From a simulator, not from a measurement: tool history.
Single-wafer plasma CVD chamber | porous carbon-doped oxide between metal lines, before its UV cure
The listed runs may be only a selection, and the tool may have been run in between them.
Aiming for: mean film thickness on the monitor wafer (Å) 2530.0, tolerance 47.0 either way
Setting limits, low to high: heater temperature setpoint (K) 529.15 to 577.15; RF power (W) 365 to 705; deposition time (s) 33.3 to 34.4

run    day  heater temperature setpoint (K)  RF power (W)  deposition time (s)  mean film thickness on the monitor wafer (Å)
  1  0.000                           553.15           535                 33.3                                        2200.4
  2  0.217                           553.15           535                 34.4                                        2261.1
  3  0.392                           551.15           535                 34.4                                        2315.4
  4  0.479                           551.15           470                 34.4                                        1992.1
  5  0.629                           547.15           470                 34.4                                        2064.6
  6  0.800                           551.15           470                 34.4                                        2006.0
  7  1.100                           549.15           475                 34.4                                        2056.9
  8  1.400                           547.15           480                 34.4                                        2124.0
  9  1.542                           545.15           480                 34.4                                        2128.7
 10  1.567                           533.15           565                 34.4                                        2721.2
 11  1.900                           534.15           565                 34.4                                        2680.6
 12  1.988                           535.15           565                 34.4                                        2673.9
 13  2.038                           536.15           565                 34.4                                        2637.0
 14  2.321                           536.15           565                 34.4                                        2681.9
 15  2.412                           537.15           565                 34.4                                        2657.4
 16  2.671                           538.15           565                 34.4                                        2622.6
 17  2.942                           539.15           565                 34.4                                        2629.9
 18  3.192                           540.15           565                 34.4                                        2601.0

Which single option among these 4 for the next run brings every result within its allowed miss of target? Just one does.
  A  3.442                           549.15           580                 34.4                                             ?
  B  3.442                           538.15           540                 33.3                                             ?
  C  3.442                           532.15           510                 33.3                                             ?
  D  3.442                           537.15           595                 33.3                                             ?

move  mean film thickness on the monitor wafer (Å)
   A                                        2502.4
   B                                        2432.0
   C                                        2391.8
   D                                        2678.7
A: meets every target
B: takes the result that was furthest off past its target
C: takes the result that was furthest off past its target
D: its largest miss is bigger than the last run's
A meets every target.
